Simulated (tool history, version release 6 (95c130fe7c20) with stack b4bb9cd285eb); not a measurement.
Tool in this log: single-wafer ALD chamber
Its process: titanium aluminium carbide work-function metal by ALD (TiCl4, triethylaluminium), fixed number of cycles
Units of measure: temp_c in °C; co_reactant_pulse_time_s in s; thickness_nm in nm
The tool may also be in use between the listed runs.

run    day  temp_c  co_reactant_pulse_time_s  thickness_nm
  1  0.000     290                      8.83        2.1028
  2  0.146     290                      9.96        2.1315
  3  0.258     290                     12.38        2.1656
  4  0.308     290                     13.36        2.1820
  5  0.500     290                     12.44        2.1729
  6  0.604     290                     10.48        2.1371
  7  0.717     292                     10.64        2.1583
  8  0.938     294                     10.77        2.2019
  9  0.988     295                     10.81        2.2071
 10  1.362     296                     10.86        2.2240

For run 11, what comes out?
 11  1.567     297                     10.90             ?

{"run 11": {"thickness_nm": 2.2265}}
